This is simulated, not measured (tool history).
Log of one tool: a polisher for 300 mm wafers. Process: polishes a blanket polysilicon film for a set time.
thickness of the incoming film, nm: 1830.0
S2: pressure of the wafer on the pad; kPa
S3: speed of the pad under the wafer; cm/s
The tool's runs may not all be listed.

run 1 hour=0.0 | flow_of_slurry_(ml/min)=240 S2=11.7 S3=98 polishing_time_(s)=61 | film_removed_(Å)=3338.0
run 2 hour=4.3 | flow_of_slurry_(ml/min)=240 S2=11.7 S3=98 polishing_time_(s)=61 | film_removed_(Å)=3361.4
run 3 hour=7.6 | flow_of_slurry_(ml/min)=240 S2=11.0 S3=98 polishing_time_(s)=61 | film_removed_(Å)=3188.0
run 4 hour=13.5 | flow_of_slurry_(ml/min)=240 S2=11.0 S3=98 polishing_time_(s)=61 | film_removed_(Å)=3167.8
run 5 hour=16.5 | flow_of_slurry_(ml/min)=210 S2=11.0 S3=98 polishing_time_(s)=61 | film_removed_(Å)=3097.5
run 6 hour=17.7 | flow_of_slurry_(ml/min)=210 S2=11.0 S3=98 polishing_time_(s)=64 | film_removed_(Å)=3320.8
run 7 hour=25.6 | flow_of_slurry_(ml/min)=210 S2=10.3 S3=98 polishing_time_(s)=64 | film_removed_(Å)=3100.4

The next listed run, before its measurement:
run 8 hour=28.0 | flow_of_slurry_(ml/min)=210 S2=9.7 S3=98 polishing_time_(s)=64 | film_removed_(Å)=?

Run 8 gave film removed (Å) 2875.1.

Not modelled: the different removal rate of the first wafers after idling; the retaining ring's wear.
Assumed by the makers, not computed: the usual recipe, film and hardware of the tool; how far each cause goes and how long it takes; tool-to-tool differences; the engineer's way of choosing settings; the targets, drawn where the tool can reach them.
